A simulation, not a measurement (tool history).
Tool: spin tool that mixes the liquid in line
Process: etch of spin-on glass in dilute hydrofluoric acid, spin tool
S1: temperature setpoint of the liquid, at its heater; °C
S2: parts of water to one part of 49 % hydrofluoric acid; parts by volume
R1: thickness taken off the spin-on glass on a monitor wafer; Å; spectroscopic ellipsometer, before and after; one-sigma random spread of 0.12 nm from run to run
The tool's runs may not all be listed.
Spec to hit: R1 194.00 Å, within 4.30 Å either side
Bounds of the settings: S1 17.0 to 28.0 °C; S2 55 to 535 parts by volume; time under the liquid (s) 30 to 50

Run 1, day 0.000: S1 20.0 °C, S2 295 parts by volume, time under the liquid (s) 50. Result: R1 84.07 Å.
Run 2, day 0.079: S1 20.0 °C, S2 210 parts by volume, time under the liquid (s) 50. Result: R1 127.59 Å.
Run 3, day 0.183: S1 21.5 °C, S2 205 parts by volume, time under the liquid (s) 50. Result: R1 137.90 Å.
Run 4, day 0.554: S1 21.5 °C, S2 245 parts by volume, time under the liquid (s) 50. Result: R1 112.23 Å.
Run 5, day 0.717: S1 20.0 °C, S2 245 parts by volume, time under the liquid (s) 50. Result: R1 105.64 Å.
Run 6, day 0.962: S1 20.0 °C, S2 245 parts by volume, time under the liquid (s) 50. Result: R1 105.21 Å.
Run 7, day 1.042: S1 21.5 °C, S2 235 parts by volume, time under the liquid (s) 50. Result: R1 116.86 Å.
Run 8, day 1.392: S1 22.5 °C, S2 220 parts by volume, time under the liquid (s) 50. Result: R1 131.82 Å.
Run 9, day 1.654: S1 23.5 °C, S2 210 parts by volume, time under the liquid (s) 50. Result: R1 145.24 Å.

Which of these 5 next moves meets every target?
Run A, day 1.917: S1 20.0 °C, S2 155 parts by volume, time under the liquid (s) 50. Result: R1 ?.
Run B, day 1.917: S1 23.5 °C, S2 150 parts by volume, time under the liquid (s) 50. Result: R1 ?.
Run C, day 1.917: S1 23.5 °C, S2 160 parts by volume, time under the liquid (s) 50. Result: R1 ?.
Run D, day 1.917: S1 24.5 °C, S2 175 parts by volume, time under the liquid (s) 30. Result: R1 ?.
Run E, day 1.917: S1 25.5 °C, S2 175 parts by volume, time under the liquid (s) 50. Result: R1 ?.

move      R1
   A  182.13
   B  216.93
   C  201.10
   D  112.66
   E  194.88
A: nearer the targets than the last run, but a result is still out of spec
B: pushes the last run's worst result past its target
C: pushes the last run's worst result past its target
D: moves away from the targets compared with the last run
E: all results in spec
The right move is E.
